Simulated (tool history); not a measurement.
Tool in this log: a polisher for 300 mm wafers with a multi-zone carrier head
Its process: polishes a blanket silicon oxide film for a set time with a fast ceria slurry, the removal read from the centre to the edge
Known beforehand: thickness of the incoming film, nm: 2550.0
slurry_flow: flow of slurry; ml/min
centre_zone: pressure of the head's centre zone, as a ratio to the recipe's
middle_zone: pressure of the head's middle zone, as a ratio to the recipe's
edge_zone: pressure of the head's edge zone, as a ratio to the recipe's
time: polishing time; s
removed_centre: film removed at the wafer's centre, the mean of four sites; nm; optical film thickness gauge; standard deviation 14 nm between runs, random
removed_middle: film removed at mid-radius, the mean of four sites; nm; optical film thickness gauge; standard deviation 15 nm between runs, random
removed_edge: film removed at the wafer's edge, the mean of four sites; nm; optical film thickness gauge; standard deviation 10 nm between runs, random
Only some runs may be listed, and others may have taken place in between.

Run 1, hour 0: slurry_flow 140 ml/min, centre_zone 1, middle_zone 1, edge_zone 1, time 58 s. Result: removed_centre 874.34 nm, removed_middle 862.1 nm, removed_edge 846.13 nm.
Run 2, hour 5.3: slurry_flow 140 ml/min, centre_zone 0.92, middle_zone 1, edge_zone 1, time 58 s. Result: removed_centre 807.14 nm, removed_middle 861.25 nm, removed_edge 847.65 nm.
Run 3, hour 12.4: slurry_flow 140 ml/min, centre_zone 0.92, middle_zone 1, edge_zone 1.04, time 58 s. Result: removed_centre 805.61 nm, removed_middle 859 nm, removed_edge 866.44 nm.
Run 4, hour 14: slurry_flow 155 ml/min, centre_zone 0.99, middle_zone 1.03, edge_zone 1.05, time 61 s. Result: removed_centre 939.9 nm, removed_middle 939.71 nm, removed_edge 924.06 nm.
Run 5, hour 21.7: slurry_flow 155 ml/min, centre_zone 0.99, middle_zone 1.08, edge_zone 1.05, time 61 s. Result: removed_centre 917.57 nm, removed_middle 992.01 nm, removed_edge 916.63 nm.
Run 6, hour 24.1: slurry_flow 155 ml/min, centre_zone 0.99, middle_zone 1.08, edge_zone 1.05, time 48 s. Result: removed_centre 721.02 nm, removed_middle 767.04 nm, removed_edge 723.84 nm.

Forecast run 7:
Run 7, hour 29: slurry_flow 165 ml/min, centre_zone 1.04, middle_zone 1.09, edge_zone 1.06, time 54 s. Result: removed_centre ?, removed_middle ?, removed_edge ?.

{"run 7": {"removed_centre": 867.28, "removed_middle": 886.15, "removed_edge": 843.04}}

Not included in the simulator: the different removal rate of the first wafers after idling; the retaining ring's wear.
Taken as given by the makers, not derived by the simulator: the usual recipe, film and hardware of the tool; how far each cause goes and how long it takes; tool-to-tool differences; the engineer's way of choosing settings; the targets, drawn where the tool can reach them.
